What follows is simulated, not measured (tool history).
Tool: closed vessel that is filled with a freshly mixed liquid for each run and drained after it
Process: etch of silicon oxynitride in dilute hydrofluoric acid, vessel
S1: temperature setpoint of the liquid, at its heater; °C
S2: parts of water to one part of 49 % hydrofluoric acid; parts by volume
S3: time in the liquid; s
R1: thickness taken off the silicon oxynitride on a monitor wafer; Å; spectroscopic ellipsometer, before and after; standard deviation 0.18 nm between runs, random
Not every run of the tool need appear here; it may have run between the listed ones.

run	hour	S1	S2	S3	R1
1	0.0	25.0	225	2145	155.63
2	4.8	27.0	205	2145	189.13
3	6.5	28.5	195	2145	217.24
4	14.1	28.5	195	2145	212.99
5	20.1	29.5	185	2145	237.81
6	25.0	26.5	185	2145	207.05
7	26.4	28.0	180	2145	232.09

Expected results for the next run?
8	27.3	29.5	175	2145	?

{"run 8": {"R1": 254.94}}
